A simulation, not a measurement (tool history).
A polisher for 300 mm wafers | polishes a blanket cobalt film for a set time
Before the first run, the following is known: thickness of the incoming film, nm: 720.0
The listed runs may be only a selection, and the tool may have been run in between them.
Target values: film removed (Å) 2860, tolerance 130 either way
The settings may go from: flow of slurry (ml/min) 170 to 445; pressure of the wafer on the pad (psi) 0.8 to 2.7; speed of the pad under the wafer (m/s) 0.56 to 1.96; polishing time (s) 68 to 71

run  hour  flow of slurry (ml/min)  pressure of the wafer on the pad (psi)  speed of the pad under the wafer (m/s)  polishing time (s)  film removed (Å)
  1     0                      285                                     1.7                                    1.26                  68            3431.6
  2   8.7                      285                                     2.1                                    1.26                  68            4297.1
  3  10.5                      285                                     2.1                                    1.26                  71            4550.3
  4  19.2                      285                                     1.9                                    1.26                  71            4090.1
  5  21.9                      285                                     1.9                                    1.26                  71            4053.1
  6  26.6                      285                                     1.9                                    1.52                  71              4777
  7  31.2                      285                                     1.7                                     1.5                  71            4289.6
  8  37.4                      285                                     1.6                                    1.48                  71            3901.2
  9  38.9                      285                                     1.1                                    1.46                  71            2762.1

4 candidate next runs follow, results not yet known. Just one meets every target within its allowed miss. Identify it.
  A  40.4                      340                                     1.2                                    1.22                  68                 ?
  B  40.4                      295                                       1                                    1.54                  71                 ?
  C  40.4                      345                                     1.1                                    1.48                  71                 ?
  D  40.4                      225                                     1.2                                    1.34                  69                 ?

move  film removed (Å)
   A            2525.6
   B            2614.9
   C            2815.6
   D            2629.8
A: the biggest miss grows against the last run
B: the biggest miss grows against the last run
C: in spec on every target
D: the biggest miss grows against the last run
The right move is C.
